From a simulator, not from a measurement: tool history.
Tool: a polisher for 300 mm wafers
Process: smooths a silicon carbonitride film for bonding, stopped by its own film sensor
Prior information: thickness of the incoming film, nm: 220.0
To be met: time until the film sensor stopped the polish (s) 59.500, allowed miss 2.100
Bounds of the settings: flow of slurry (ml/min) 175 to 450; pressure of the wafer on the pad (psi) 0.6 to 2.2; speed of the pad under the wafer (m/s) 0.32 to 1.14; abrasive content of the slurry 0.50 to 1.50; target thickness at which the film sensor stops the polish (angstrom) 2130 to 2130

| run | day | flow of slurry (ml/min) | pressure of the wafer on the pad (psi) | speed of the pad under the wafer (m/s) | abrasive content of the slurry | target thickness at which the film sensor stops the polish (angstrom) | time until the film sensor stopped the polish (s) |
|---|---|---|---|---|---|---|---|
| 1 | 0.000 | 290 | 1.4 | 0.72 | 1.00 | 2130 | 48.894 |
| 2 | 0.317 | 290 | 1.4 | 0.86 | 1.00 | 2130 | 42.272 |
| 3 | 0.362 | 290 | 1.3 | 0.86 | 1.00 | 2130 | 45.449 |
| 4 | 0.425 | 290 | 1.3 | 0.96 | 1.00 | 2130 | 41.361 |
| 5 | 0.646 | 290 | 1.3 | 0.96 | 1.00 | 2130 | 41.495 |
| 6 | 0.683 | 290 | 1.2 | 0.96 | 1.00 | 2130 | 43.342 |
| 7 | 0.921 | 290 | 1.1 | 0.96 | 1.00 | 2130 | 46.399 |
| 8 | 1.246 | 290 | 1.0 | 0.96 | 1.00 | 2130 | 49.324 |
| 9 | 1.433 | 290 | 0.9 | 0.96 | 1.00 | 2130 | 52.241 |
| 10 | 1.750 | 290 | 0.8 | 0.96 | 1.00 | 2130 | 55.731 |

Pick the move, out of 4, that brings all results within their allowed miss; only one does.
| A | 2.067 | 260 | 0.7 | 1.04 | 1.10 | 2130 | ? |
| B | 2.067 | 310 | 0.7 | 0.88 | 1.25 | 2130 | ? |
| C | 2.067 | 305 | 0.8 | 0.98 | 1.00 | 2130 | ? |
| D | 2.067 | 255 | 0.7 | 0.98 | 0.90 | 2130 | ? |

| move | time until the film sensor stopped the polish (s) |
|---|---|
| A | 56.264 |
| B | 59.995 |
| C | 55.835 |
| D | 63.976 |
A: better than the last run, though not everything is in spec
B: each result inside its tolerance
C: about as far from the targets as the last run
D: takes the biggest miss from the last run beyond its target
B is the move that brings every result within its allowed miss.

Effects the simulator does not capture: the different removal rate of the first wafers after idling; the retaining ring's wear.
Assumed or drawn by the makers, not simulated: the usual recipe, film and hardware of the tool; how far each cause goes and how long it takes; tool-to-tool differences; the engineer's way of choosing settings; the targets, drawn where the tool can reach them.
